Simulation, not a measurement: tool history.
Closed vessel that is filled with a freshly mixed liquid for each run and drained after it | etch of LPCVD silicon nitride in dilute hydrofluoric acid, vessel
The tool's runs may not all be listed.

run  hour  temperature setpoint of the liquid (K)  parts of water to one part of 49 % hydrofluoric acid (parts by volume)  time in the liquid (s)  thickness taken off the LPCVD silicon nitride on a monitor wafer (nm)
  1   0.0                                  298.15                                                                     105                    2870                                                                 14.131
  2   9.1                                  299.15                                                                     100                    2870                                                                 15.560
  3  11.4                                  296.65                                                                     100                    2870                                                                 13.289
  4  19.7                                  298.15                                                                     100                    2870                                                                 14.848
  5  28.8                                  299.15                                                                      95                    2870                                                                 16.587
  6  37.7                                  299.65                                                                      90                    2870                                                                 18.091
  7  45.6                                  300.15                                                                      85                    2870                                                                 19.776
  8  47.1                                  300.65                                                                      80                    2870                                                                 21.699

Run 9 comes next. What will it give?
  9  55.8                                  301.15                                                                      80                    2870                                                                      ?

Run 9 gave thickness taken off the LPCVD silicon nitride on a monitor wafer (nm) 22.292.
